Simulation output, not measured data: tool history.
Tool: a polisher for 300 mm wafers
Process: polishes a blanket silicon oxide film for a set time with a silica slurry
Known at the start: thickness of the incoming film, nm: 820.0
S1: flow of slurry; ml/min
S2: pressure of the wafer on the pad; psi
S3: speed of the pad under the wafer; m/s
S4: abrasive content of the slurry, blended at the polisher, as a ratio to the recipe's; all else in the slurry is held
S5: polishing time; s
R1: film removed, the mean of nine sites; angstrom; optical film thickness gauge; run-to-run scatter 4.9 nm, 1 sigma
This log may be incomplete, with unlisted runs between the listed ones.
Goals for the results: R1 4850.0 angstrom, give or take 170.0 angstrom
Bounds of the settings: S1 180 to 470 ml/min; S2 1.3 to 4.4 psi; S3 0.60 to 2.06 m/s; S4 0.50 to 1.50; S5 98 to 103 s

{"run": 1, "hour": 0.0, "S1": 300, "S2": 2.8, "S3": 1.32, "S4": 1.0, "S5": 98, "R1": 2992.2}
{"run": 2, "hour": 6.0, "S1": 300, "S2": 3.2, "S3": 1.34, "S4": 1.0, "S5": 98, "R1": 3431.8}
{"run": 3, "hour": 14.6, "S1": 300, "S2": 3.2, "S3": 1.34, "S4": 1.0, "S5": 98, "R1": 3453.0}
{"run": 4, "hour": 19.4, "S1": 300, "S2": 3.5, "S3": 1.34, "S4": 1.0, "S5": 98, "R1": 3724.3}
{"run": 5, "hour": 23.3, "S1": 300, "S2": 3.5, "S3": 1.5, "S4": 1.0, "S5": 98, "R1": 4156.7}
{"run": 6, "hour": 25.8, "S1": 300, "S2": 3.5, "S3": 1.5, "S4": 0.85, "S5": 98, "R1": 3668.8}
{"run": 7, "hour": 26.7, "S1": 300, "S2": 3.8, "S3": 1.5, "S4": 0.85, "S5": 98, "R1": 3906.4}
{"run": 8, "hour": 32.3, "S1": 300, "S2": 4.0, "S3": 1.54, "S4": 0.85, "S5": 98, "R1": 4232.7}
{"run": 9, "hour": 37.7, "S1": 300, "S2": 4.1, "S3": 1.56, "S4": 0.85, "S5": 98, "R1": 4340.2}
{"run": 10, "hour": 43.2, "S1": 300, "S2": 4.2, "S3": 1.58, "S4": 0.85, "S5": 98, "R1": 4485.7}

Which single option among these 4 for the next run brings every result within its allowed miss of target? Just one does.
{"run": "A", "hour": 48.7, "S1": 285, "S2": 3.0, "S3": 1.98, "S4": 0.85, "S5": 100, "R1": "?"}
{"run": "B", "hour": 48.7, "S1": 355, "S2": 3.8, "S3": 1.72, "S4": 0.95, "S5": 98, "R1": "?"}
{"run": "C", "hour": 48.7, "S1": 235, "S2": 4.2, "S3": 1.5, "S4": 0.75, "S5": 103, "R1": "?"}
{"run": "D", "hour": 48.7, "S1": 280, "S2": 4.4, "S3": 1.62, "S4": 0.75, "S5": 99, "R1": "?"}

move=A R1=3996.1
move=B R1=4895.3
move=C R1=3998.0
move=D R1=4349.2
A: moves away from the targets compared with the last run
B: all results land within tolerance of their targets
C: moves away from the targets compared with the last run
D: moves away from the targets compared with the last run
The move that meets every target is B.
